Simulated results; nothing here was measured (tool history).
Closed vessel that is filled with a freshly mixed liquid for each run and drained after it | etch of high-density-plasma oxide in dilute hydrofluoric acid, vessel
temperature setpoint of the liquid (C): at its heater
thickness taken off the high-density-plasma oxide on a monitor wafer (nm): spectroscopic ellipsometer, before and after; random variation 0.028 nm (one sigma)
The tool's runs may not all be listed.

| run | day | temperature setpoint of the liquid (C) | parts of water to one part of 49 % hydrofluoric acid (parts by volume) | time in the liquid (s) | thickness taken off the high-density-plasma oxide on a monitor wafer (nm) |
|---|---|---|---|---|---|
| 1 | 0 | 21 | 110 | 220 | 11.999 |
| 2 | 0.175 | 21 | 110 | 220 | 11.912 |
| 3 | 0.212 | 21 | 85 | 220 | 15.804 |
| 4 | 0.308 | 17.5 | 85 | 220 | 13.665 |
| 5 | 0.371 | 17.5 | 95 | 220 | 12.111 |
| 6 | 0.588 | 17.5 | 60 | 220 | 19.906 |
| 7 | 0.879 | 17.5 | 75 | 220 | 15.611 |
| 8 | 1.133 | 17.5 | 85 | 220 | 13.726 |
| 9 | 1.225 | 17.5 | 90 | 220 | 12.951 |
| 10 | 1.575 | 17.5 | 95 | 220 | 12.079 |

Run 11 comes next. What will it give?
| 11 | 1.9 | 17.5 | 100 | 220 | ? |

{"run 11": {"thickness taken off the high-density-plasma oxide on a monitor wafer (nm)": 11.459}}
